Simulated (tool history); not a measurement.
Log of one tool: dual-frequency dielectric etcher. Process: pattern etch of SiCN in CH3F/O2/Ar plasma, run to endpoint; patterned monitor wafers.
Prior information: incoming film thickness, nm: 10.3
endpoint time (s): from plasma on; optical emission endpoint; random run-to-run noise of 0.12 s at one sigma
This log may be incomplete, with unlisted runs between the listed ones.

run    day  source power (W)  bias power (W)  endpoint time (s)
  1      0               370              98             28.156
  2    0.2               310              98             30.166
  3  0.333               340              98             29.108
  4  0.604               370              99             28.012
  5  0.954               340              99             28.746
  6  1.125               360              99             28.579
  7  1.492               390             100              27.52

Run 8, settings as shown, results not yet in. Your forecast:
  8  1.846               410             101                  ?

endpoint time (s): 26.941

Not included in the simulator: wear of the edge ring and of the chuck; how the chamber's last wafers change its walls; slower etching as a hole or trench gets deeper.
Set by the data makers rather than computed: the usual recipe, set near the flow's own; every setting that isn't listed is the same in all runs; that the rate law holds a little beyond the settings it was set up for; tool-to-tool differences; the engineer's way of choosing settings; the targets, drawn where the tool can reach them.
